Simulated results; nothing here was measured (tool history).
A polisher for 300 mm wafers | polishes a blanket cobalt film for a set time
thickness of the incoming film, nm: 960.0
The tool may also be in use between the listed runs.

run,hour,flow of slurry (ml/min),pressure of the wafer on the pad (kPa),speed of the pad under the wafer (m/s),polishing time (s),film removed (Å)
1,0.0,175,15.9,0.80,98,5047.2
2,6.0,175,15.2,0.80,98,4832.0
3,8.8,175,14.5,0.80,98,4712.1
4,12.6,175,13.8,0.80,98,4423.6
5,14.0,175,13.8,0.80,103,4744.5
6,18.8,175,13.1,0.80,103,4353.7
7,24.1,175,13.1,0.80,103,4472.7

The next listed run, before its measurement:
8,31.5,175,13.1,0.80,103,?

Run 8 gave film removed (Å) 4485.1.
